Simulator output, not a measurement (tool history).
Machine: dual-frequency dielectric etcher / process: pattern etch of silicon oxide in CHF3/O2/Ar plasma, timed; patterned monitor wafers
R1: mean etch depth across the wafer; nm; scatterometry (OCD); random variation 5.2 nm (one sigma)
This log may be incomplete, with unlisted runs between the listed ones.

{"run": 1, "hour": 0.0, "source power (W)": 730, "bias power (W)": 120, "etch time (s)": 678.5, "R1": 1374.3}
{"run": 2, "hour": 7.8, "source power (W)": 700, "bias power (W)": 117, "etch time (s)": 678.5, "R1": 1342.5}
{"run": 3, "hour": 10.4, "source power (W)": 670, "bias power (W)": 114, "etch time (s)": 678.5, "R1": 1308.9}
{"run": 4, "hour": 14.3, "source power (W)": 760, "bias power (W)": 114, "etch time (s)": 678.5, "R1": 1389}
{"run": 5, "hour": 21.9, "source power (W)": 720, "bias power (W)": 112, "etch time (s)": 678.5, "R1": 1344.1}
{"run": 6, "hour": 29.8, "source power (W)": 720, "bias power (W)": 112, "etch time (s)": 678.5, "R1": 1333.2}

For run 7, what comes out?
{"run": 7, "hour": 31.7, "source power (W)": 690, "bias power (W)": 110, "etch time (s)": 678.5, "R1": "?"}

Run 7 produced R1 1302.2 nm.

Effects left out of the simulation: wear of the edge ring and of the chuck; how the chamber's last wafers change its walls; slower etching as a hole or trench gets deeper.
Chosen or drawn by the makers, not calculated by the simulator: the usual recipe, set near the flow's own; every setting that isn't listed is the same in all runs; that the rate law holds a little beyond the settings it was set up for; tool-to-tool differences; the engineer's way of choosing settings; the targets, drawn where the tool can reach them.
